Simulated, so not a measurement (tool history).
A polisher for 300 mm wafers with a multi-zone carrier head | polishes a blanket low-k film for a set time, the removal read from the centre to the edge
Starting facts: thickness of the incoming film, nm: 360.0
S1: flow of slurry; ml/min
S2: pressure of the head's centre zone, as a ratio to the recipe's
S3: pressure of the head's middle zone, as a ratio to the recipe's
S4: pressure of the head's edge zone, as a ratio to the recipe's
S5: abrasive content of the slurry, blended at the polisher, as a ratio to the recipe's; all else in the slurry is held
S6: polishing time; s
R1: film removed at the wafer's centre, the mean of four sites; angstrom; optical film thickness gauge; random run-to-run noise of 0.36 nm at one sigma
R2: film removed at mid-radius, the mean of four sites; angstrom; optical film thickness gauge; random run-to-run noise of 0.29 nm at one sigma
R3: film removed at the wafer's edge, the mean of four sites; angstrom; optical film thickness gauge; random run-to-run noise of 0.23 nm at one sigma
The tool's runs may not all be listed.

run 1 day=0.000 | S1=215 S2=1.00 S3=1.00 S4=1.00 S5=1.00 S6=66 | R1=169.35 R2=169.81 R3=165.81
run 2 day=0.042 | S1=220 S2=1.01 S3=1.02 S4=1.02 S5=1.10 S6=68 | R1=184.29 R2=186.27 R3=184.52
run 3 day=0.296 | S1=220 S2=1.01 S3=1.02 S4=1.02 S5=1.10 S6=75 | R1=198.26 R2=209.74 R3=202.09
run 4 day=0.538 | S1=220 S2=1.01 S3=1.02 S4=1.02 S5=0.90 S6=75 | R1=179.86 R2=182.27 R3=181.15
run 5 day=0.621 | S1=220 S2=1.01 S3=1.02 S4=0.95 S5=0.90 S6=75 | R1=184.44 R2=183.65 R3=173.37
run 6 day=0.929 | S1=220 S2=1.01 S3=1.02 S4=0.91 S5=0.90 S6=75 | R1=177.96 R2=185.12 R3=167.96
run 7 day=1.054 | S1=225 S2=1.02 S3=1.04 S4=0.94 S5=1.00 S6=75 | R1=198.48 R2=204.80 R3=186.92
run 8 day=1.329 | S1=235 S2=1.03 S3=1.06 S4=0.97 S5=1.05 S6=75 | R1=203.45 R2=212.48 R3=195.99
run 9 day=1.692 | S1=240 S2=1.04 S3=1.08 S4=0.99 S5=1.10 S6=75 | R1=214.06 R2=218.02 R3=200.01
run 10 day=1.892 | S1=240 S2=1.04 S3=1.09 S4=1.00 S5=1.15 S6=75 | R1=222.03 R2=230.36 R3=207.97
run 11 day=1.988 | S1=245 S2=1.04 S3=1.10 S4=1.02 S5=1.20 S6=75 | R1=222.85 R2=237.00 R3=215.46
run 12 day=2.100 | S1=250 S2=1.05 S3=1.11 S4=1.04 S5=1.25 S6=75 | R1=226.03 R2=241.15 R3=218.87

What does the tool deliver on the next run?
run 13 day=2.133 | S1=250 S2=1.05 S3=1.11 S4=1.05 S5=1.30 S6=75 | R1=? R2=? R3=?

R1: 235.45 angstrom
R2: 242.41 angstrom
R3: 225.57 angstrom

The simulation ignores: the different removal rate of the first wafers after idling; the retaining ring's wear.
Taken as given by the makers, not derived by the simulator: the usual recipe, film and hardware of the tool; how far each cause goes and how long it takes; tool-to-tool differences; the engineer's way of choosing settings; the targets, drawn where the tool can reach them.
